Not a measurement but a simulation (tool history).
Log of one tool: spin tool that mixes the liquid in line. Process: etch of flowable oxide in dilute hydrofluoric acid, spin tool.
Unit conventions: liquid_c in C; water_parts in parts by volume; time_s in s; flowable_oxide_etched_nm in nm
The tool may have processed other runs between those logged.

run  hour  liquid_c  water_parts  time_s  flowable_oxide_etched_nm
  1   0.0      20.0          300     135                    7.2270
  2   4.8      20.0          345     135                    5.8877
  3  10.3      22.5          260     140                    9.8487
  4  14.7      22.5          260     145                   10.0130
  5  21.8      22.5          325     145                    7.5519
  6  28.6      22.5          245     145                   10.9460
  7  32.3      26.5          125     145                   28.9380
  8  37.2      26.5          125     145                   28.9300
  9  40.1      27.0          125     145                   29.2820
     43.6  -- hydrofluoric acid flow meter replaced
 10  43.6      27.5          120     145                   34.8210

Run 11 comes next. What will it give?
 11  52.3      27.0          120     145                         ?

flowable_oxide_etched_nm: 34.5330 nm
